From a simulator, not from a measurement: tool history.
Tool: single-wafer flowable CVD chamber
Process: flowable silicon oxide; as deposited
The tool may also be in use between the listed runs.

run	day	heater temperature setpoint (K)	chamber pressure (Pa)	RF power (W)	deposition time (s)	mean film thickness on the monitor wafer (Å)
1	0	363.15	107.6	2280	613	5371.3
2	0.05	363.15	107.6	2280	613	5361.8
3	0.275	359.15	107.6	2280	613	6165.2
4	0.408	361.15	107.6	2280	613	5758.4
5	0.442	363.15	107.6	2280	613	5377.4
6	0.621	364.15	107.6	2280	613	5164.6
7	0.704	365.15	107.6	2280	613	4987.2

Run 8 comes next. What will it give?
8	1.033	369.15	107.5	2280	613	?

{"run 8": {"mean film thickness on the monitor wafer (Å)": 4285.8}}
